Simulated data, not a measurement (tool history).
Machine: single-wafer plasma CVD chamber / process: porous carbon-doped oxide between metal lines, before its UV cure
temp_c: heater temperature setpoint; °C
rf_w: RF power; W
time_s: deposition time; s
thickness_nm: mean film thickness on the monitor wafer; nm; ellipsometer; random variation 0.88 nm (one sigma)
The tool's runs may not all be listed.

Run 1, hour 0.0: temp_c 325 °C, rf_w 410 W, time_s 33.7 s. Result: thickness_nm 155.86 nm.
Run 2, hour 4.7: temp_c 321 °C, rf_w 410 W, time_s 33.7 s. Result: thickness_nm 158.83 nm.
Run 3, hour 13.1: temp_c 321 °C, rf_w 355 W, time_s 33.7 s. Result: thickness_nm 135.93 nm.
Run 4, hour 21.4: temp_c 321 °C, rf_w 355 W, time_s 33.7 s. Result: thickness_nm 137.12 nm.
Run 5, hour 30.0: temp_c 321 °C, rf_w 415 W, time_s 33.7 s. Result: thickness_nm 158.72 nm.
Run 6, hour 36.3: temp_c 320 °C, rf_w 435 W, time_s 33.8 s. Result: thickness_nm 168.79 nm.
Run 7, hour 41.3: temp_c 318 °C, rf_w 445 W, time_s 33.8 s. Result: thickness_nm 175.07 nm.

Predict the results of run 8:
Run 8, hour 48.9: temp_c 316 °C, rf_w 450 W, time_s 33.8 s. Result: thickness_nm ?.

Logged for run 8: thickness_nm 178.35 nm.
